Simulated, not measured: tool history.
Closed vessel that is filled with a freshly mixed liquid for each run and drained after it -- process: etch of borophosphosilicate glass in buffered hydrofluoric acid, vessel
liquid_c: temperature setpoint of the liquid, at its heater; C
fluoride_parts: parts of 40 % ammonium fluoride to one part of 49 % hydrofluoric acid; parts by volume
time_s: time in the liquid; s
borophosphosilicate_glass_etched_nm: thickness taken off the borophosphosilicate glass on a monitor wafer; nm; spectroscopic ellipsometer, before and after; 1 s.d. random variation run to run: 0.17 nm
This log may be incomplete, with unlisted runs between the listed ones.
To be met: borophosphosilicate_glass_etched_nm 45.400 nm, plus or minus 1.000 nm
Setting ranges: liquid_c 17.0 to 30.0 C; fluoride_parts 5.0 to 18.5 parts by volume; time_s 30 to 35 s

run,hour,liquid_c,fluoride_parts,time_s,borophosphosilicate_glass_etched_nm
1,0.0,22.0,11.5,35,70.839
2,9.0,21.0,12.0,35,63.692
3,16.3,20.0,12.5,35,58.178
4,20.7,19.5,13.0,35,54.407
5,27.0,19.5,11.0,35,64.326
6,28.9,19.5,11.0,30,55.414
7,33.7,19.0,11.0,30,53.633
8,37.5,18.5,11.0,30,51.983
9,39.2,18.5,11.0,30,52.020
10,46.0,18.0,11.0,30,50.830
11,54.3,17.5,11.5,30,47.389

Consider the 4 candidate settings below. Which is the only one whose results all fall within their allowed miss of target?
A,62.6,18.5,13.5,30,?
B,62.6,17.5,12.0,30,?
C,62.6,17.5,12.5,30,?
D,62.6,17.0,11.0,30,?

move,borophosphosilicate_glass_etched_nm
A,42.494
B,45.129
C,43.349
D,47.805
A: takes the biggest miss from the last run beyond its target
B: meets every target
C: takes the biggest miss from the last run beyond its target
D: lands further from the targets than the last run did
Answer: B

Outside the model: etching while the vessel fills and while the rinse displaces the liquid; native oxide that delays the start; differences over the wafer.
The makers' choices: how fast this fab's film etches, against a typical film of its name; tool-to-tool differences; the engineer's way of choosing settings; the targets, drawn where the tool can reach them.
